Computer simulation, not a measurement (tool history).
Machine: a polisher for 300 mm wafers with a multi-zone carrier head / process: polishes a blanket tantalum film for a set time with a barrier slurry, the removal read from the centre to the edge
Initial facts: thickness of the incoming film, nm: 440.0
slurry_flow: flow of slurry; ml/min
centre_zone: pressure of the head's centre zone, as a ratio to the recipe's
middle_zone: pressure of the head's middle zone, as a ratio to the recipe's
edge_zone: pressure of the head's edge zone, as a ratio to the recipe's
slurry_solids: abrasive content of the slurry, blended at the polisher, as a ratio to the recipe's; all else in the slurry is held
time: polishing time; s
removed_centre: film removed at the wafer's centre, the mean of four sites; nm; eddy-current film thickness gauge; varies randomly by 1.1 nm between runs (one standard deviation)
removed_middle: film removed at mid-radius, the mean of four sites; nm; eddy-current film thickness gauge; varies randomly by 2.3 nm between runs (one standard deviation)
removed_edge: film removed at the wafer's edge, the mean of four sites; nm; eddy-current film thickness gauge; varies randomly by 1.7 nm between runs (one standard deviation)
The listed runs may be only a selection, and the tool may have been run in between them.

| run | hour | slurry_flow | centre_zone | middle_zone | edge_zone | slurry_solids | time | removed_centre | removed_middle | removed_edge |
|---|---|---|---|---|---|---|---|---|---|---|
| 1 | 0 | 200 | 1 | 1 | 1 | 1 | 47 | 126.72 | 123.71 | 124.81 |
| 2 | 5.9 | 200 | 1.08 | 1 | 1 | 1 | 47 | 140.12 | 126.89 | 126.83 |
| 3 | 7.3 | 200 | 1.08 | 1 | 0.97 | 1 | 47 | 138.18 | 123.86 | 123.59 |
| 4 | 13.1 | 200 | 1.06 | 1.01 | 1 | 1.05 | 47 | 137.74 | 127.58 | 126.62 |
| 5 | 21.5 | 200 | 1.06 | 0.94 | 1 | 1.05 | 47 | 138.69 | 119.69 | 127.68 |
| 6 | 24.9 | 200 | 1.04 | 0.96 | 1.03 | 1.1 | 47 | 138.61 | 125.24 | 128.37 |
| 7 | 30.7 | 195 | 1 | 0.96 | 1.05 | 1.15 | 48 | 137.92 | 131.15 | 138.54 |
| 8 | 38.8 | 190 | 0.99 | 0.98 | 1.06 | 1.15 | 48 | 136.3 | 132.38 | 138.57 |

Run 9 is up next; what results do you expect?
| 9 | 45.8 | 190 | 0.98 | 1 | 1.07 | 1.15 | 48 | ? | ? | ? |

{"run 9": {"removed_centre": 134.23, "removed_middle": 136.03, "removed_edge": 137.14}}

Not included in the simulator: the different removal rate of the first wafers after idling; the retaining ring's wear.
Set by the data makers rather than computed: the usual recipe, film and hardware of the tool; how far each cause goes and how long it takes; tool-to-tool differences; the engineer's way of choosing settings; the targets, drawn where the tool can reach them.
